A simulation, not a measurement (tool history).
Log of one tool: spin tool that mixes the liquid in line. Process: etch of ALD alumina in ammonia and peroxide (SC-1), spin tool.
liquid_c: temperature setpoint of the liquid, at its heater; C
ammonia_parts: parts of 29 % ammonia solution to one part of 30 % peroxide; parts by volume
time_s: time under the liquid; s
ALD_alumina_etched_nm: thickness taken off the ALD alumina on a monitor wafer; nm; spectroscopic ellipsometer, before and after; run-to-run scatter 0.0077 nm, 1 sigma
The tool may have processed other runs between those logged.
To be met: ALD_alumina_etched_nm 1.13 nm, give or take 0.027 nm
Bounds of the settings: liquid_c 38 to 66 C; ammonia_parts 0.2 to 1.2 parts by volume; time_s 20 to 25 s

{"run": 1, "hour": 0.0, "liquid_c": 50, "ammonia_parts": 0.8, "time_s": 25, "ALD_alumina_etched_nm": 2.2612}
{"run": 2, "hour": 2.7, "liquid_c": 54.5, "ammonia_parts": 0.8, "time_s": 25, "ALD_alumina_etched_nm": 2.8677}
{"run": 3, "hour": 8.6, "liquid_c": 51, "ammonia_parts": 0.75, "time_s": 25, "ALD_alumina_etched_nm": 2.3727}
{"run": 4, "hour": 16.4, "liquid_c": 51, "ammonia_parts": 0.75, "time_s": 20, "ALD_alumina_etched_nm": 1.8904}
{"run": 5, "hour": 25.1, "liquid_c": 51, "ammonia_parts": 0.9, "time_s": 20, "ALD_alumina_etched_nm": 1.943}
{"run": 6, "hour": 28.8, "liquid_c": 51, "ammonia_parts": 0.9, "time_s": 20, "ALD_alumina_etched_nm": 1.9349}
{"run": 7, "hour": 31.2, "liquid_c": 49, "ammonia_parts": 0.9, "time_s": 20, "ALD_alumina_etched_nm": 1.7238}
{"run": 8, "hour": 38.8, "liquid_c": 47.5, "ammonia_parts": 0.9, "time_s": 20, "ALD_alumina_etched_nm": 1.5899}
{"run": 9, "hour": 47.0, "liquid_c": 46.5, "ammonia_parts": 0.9, "time_s": 20, "ALD_alumina_etched_nm": 1.5162}
{"run": 10, "hour": 47.6, "liquid_c": 45.5, "ammonia_parts": 0.9, "time_s": 20, "ALD_alumina_etched_nm": 1.4329}
{"run": 11, "hour": 54.5, "liquid_c": 40.5, "ammonia_parts": 0.9, "time_s": 20, "ALD_alumina_etched_nm": 1.0553}
{"run": 12, "hour": 60.8, "liquid_c": 41, "ammonia_parts": 0.9, "time_s": 20, "ALD_alumina_etched_nm": 1.0898}

Exercise: of the 4 proposed moves below, exactly one satisfies all targets within the stated allowed misses. Which move is it?
{"run": "A", "hour": 67.1, "liquid_c": 40.5, "ammonia_parts": 0.8, "time_s": 20, "ALD_alumina_etched_nm": "?"}
{"run": "B", "hour": 67.1, "liquid_c": 38, "ammonia_parts": 0.3, "time_s": 25, "ALD_alumina_etched_nm": "?"}
{"run": "C", "hour": 67.1, "liquid_c": 42.5, "ammonia_parts": 0.45, "time_s": 20, "ALD_alumina_etched_nm": "?"}
{"run": "D", "hour": 67.1, "liquid_c": 40, "ammonia_parts": 0.85, "time_s": 20, "ALD_alumina_etched_nm": "?"}

move=A ALD_alumina_etched_nm=1.0507
move=B ALD_alumina_etched_nm=1.0305
move=C ALD_alumina_etched_nm=1.1176
move=D ALD_alumina_etched_nm=1.0261
A: its largest miss is bigger than the last run's
B: its largest miss is bigger than the last run's
C: all results land within tolerance of their targets
D: its largest miss is bigger than the last run's
Answer: C
